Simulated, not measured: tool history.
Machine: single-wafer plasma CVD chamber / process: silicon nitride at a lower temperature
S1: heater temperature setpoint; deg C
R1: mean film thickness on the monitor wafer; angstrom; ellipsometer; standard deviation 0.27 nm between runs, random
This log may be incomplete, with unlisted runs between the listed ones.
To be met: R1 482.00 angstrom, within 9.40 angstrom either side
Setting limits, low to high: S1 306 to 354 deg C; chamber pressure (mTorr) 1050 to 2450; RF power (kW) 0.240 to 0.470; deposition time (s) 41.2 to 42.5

{"run": 1, "hour": 0.0, "S1": 330, "chamber pressure (mTorr)": 1750, "RF power (kW)": 0.355, "deposition time (s)": 41.2, "R1": 545.72}
{"run": 2, "hour": 7.3, "S1": 322, "chamber pressure (mTorr)": 1750, "RF power (kW)": 0.355, "deposition time (s)": 41.2, "R1": 549.48}
{"run": 3, "hour": 10.4, "S1": 322, "chamber pressure (mTorr)": 1650, "RF power (kW)": 0.35, "deposition time (s)": 41.2, "R1": 534.47}
{"run": 4, "hour": 18.3, "S1": 322, "chamber pressure (mTorr)": 1910, "RF power (kW)": 0.35, "deposition time (s)": 41.2, "R1": 546.72}
{"run": 5, "hour": 25.8, "S1": 327, "chamber pressure (mTorr)": 1910, "RF power (kW)": 0.35, "deposition time (s)": 41.2, "R1": 553.88}
{"run": 6, "hour": 27.2, "S1": 327, "chamber pressure (mTorr)": 1810, "RF power (kW)": 0.345, "deposition time (s)": 41.2, "R1": 537.24}
{"run": 7, "hour": 34.2, "S1": 327, "chamber pressure (mTorr)": 1460, "RF power (kW)": 0.33, "deposition time (s)": 41.2, "R1": 498.84}
{"run": 8, "hour": 35.1, "S1": 327, "chamber pressure (mTorr)": 1430, "RF power (kW)": 0.33, "deposition time (s)": 41.2, "R1": 495.35}
{"run": 9, "hour": 43.1, "S1": 327, "chamber pressure (mTorr)": 1430, "RF power (kW)": 0.33, "deposition time (s)": 41.2, "R1": 496.4}
{"hour": 49.8, "done": "capacitance manometer re-zeroed and calibrated"}
{"run": 10, "hour": 49.8, "S1": 327, "chamber pressure (mTorr)": 1400, "RF power (kW)": 0.33, "deposition time (s)": 41.2, "R1": 492.9}

Pick the move, out of 5, that brings all results within their allowed miss; only one does.
{"run": "A", "hour": 56.5, "S1": 329, "chamber pressure (mTorr)": 1560, "RF power (kW)": 0.315, "deposition time (s)": 41.2, "R1": "?"}
{"run": "B", "hour": 56.5, "S1": 339, "chamber pressure (mTorr)": 1410, "RF power (kW)": 0.325, "deposition time (s)": 42.5, "R1": "?"}
{"run": "C", "hour": 56.5, "S1": 329, "chamber pressure (mTorr)": 1500, "RF power (kW)": 0.33, "deposition time (s)": 41.2, "R1": "?"}
{"run": "D", "hour": 56.5, "S1": 330, "chamber pressure (mTorr)": 1240, "RF power (kW)": 0.34, "deposition time (s)": 42.5, "R1": "?"}
{"run": "E", "hour": 56.5, "S1": 318, "chamber pressure (mTorr)": 1550, "RF power (kW)": 0.33, "deposition time (s)": 41.3, "R1": "?"}

move=A R1=482.50
move=B R1=498.76
move=C R1=496.79
move=D R1=506.44
move=E R1=503.08
A: in spec on every target
B: moves away from the targets compared with the last run
C: moves away from the targets compared with the last run
D: moves away from the targets compared with the last run
E: moves away from the targets compared with the last run
Go with A: it meets all targets.
